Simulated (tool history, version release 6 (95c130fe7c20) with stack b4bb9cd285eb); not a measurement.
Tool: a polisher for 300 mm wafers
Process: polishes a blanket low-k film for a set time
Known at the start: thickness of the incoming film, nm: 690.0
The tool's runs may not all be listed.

run  hour  flow of slurry (ml/min)  pressure of the wafer on the pad (psi)  speed of the pad under the wafer (cm/s)  abrasive content of the slurry  polishing time (s)  film removed (Å)
  1   0.0                      155                                     1.7                                      114                            1.00                  70            295.55
  2   3.3                      155                                     1.7                                      136                            1.00                  70            329.84
  3   9.5                      155                                     1.7                                      136                            1.00                  70            334.71
  4  15.1                      155                                     1.7                                      136                            1.20                  70            353.65
  5  22.8                      155                                     1.6                                      130                            1.20                  70            328.79
  6  28.3                      155                                     1.6                                      130                            1.35                  70            347.69

The next listed run, before its measurement:
  7  33.8                      155                                     1.6                                      130                            1.35                  70                 ?

{"run 7": {"film removed (Å)": 340.04}}

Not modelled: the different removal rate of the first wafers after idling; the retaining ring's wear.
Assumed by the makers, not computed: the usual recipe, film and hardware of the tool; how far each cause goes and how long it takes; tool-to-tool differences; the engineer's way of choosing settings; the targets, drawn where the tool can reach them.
